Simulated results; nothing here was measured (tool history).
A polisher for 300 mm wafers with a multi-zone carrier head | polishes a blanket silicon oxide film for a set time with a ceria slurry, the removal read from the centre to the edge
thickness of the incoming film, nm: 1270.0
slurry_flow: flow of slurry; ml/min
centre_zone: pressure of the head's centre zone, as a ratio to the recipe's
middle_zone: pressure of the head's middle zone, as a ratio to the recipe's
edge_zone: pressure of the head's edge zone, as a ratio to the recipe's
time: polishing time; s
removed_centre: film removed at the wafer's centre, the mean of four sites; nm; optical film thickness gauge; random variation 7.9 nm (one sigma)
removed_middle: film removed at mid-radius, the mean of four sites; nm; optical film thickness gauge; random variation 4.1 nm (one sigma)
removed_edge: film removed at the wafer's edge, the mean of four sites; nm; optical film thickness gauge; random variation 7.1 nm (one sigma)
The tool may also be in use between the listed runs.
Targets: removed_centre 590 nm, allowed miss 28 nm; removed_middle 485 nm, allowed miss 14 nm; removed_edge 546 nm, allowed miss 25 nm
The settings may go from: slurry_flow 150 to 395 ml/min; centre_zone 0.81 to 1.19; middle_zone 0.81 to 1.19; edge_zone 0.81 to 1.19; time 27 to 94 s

run	hour	slurry_flow	centre_zone	middle_zone	edge_zone	time	removed_centre	removed_middle	removed_edge
1	0	250	1	1	1	60	377.02	375.85	370.19
2	4.9	255	1.03	0.98	1.04	65	419.07	398.71	413.15
3	9.8	255	1.03	0.98	1.07	65	427.82	397.54	425.39
4	18.6	265	1.06	0.99	1.1	68	470.36	417.38	434.54
5	20.3	265	1.06	0.99	1.18	68	457.58	420.54	444.83
6	26.9	265	1.07	0.98	1.18	71	472.45	433.72	482.62
7	35	270	1.09	0.98	1.18	73	511.07	447.97	506.27
8	41.2	280	1.1	0.99	1.18	74	530.08	454.67	492.17
9	44.2	280	1.1	0.98	1.18	75	517.24	462.69	509.21
10	44.9	275	1.12	0.98	1.18	76	544.19	469.88	523.26
11	46.1	275	1.13	0.98	1.18	77	552.37	477.94	509.13

5 next moves are on the table. One of them brings every result within its allowed miss. Which?
A	47.3	270	1.17	0.97	1.17	80	?	?	?
B	47.3	255	1.14	1	1.17	82	?	?	?
C	47.3	355	0.98	0.81	1.19	80	?	?	?
D	47.3	230	0.99	1	1.19	84	?	?	?
E	47.3	310	1.06	0.91	1.19	78	?	?	?

move	removed_centre	removed_middle	removed_edge
A	586.85	496.26	528.73
B	581.59	512.39	538.99
C	505.74	472.09	545.46
D	509.04	518.11	551.31
E	526.54	477.53	526.31
A: meets every target
B: brings the result that was furthest off to its target, and leaves another outside
C: brings the result that was furthest off to its target, and leaves another outside
D: brings the result that was furthest off to its target, and leaves another outside
E: brings the result that was furthest off to its target, and leaves another outside
Move A is the one to make.

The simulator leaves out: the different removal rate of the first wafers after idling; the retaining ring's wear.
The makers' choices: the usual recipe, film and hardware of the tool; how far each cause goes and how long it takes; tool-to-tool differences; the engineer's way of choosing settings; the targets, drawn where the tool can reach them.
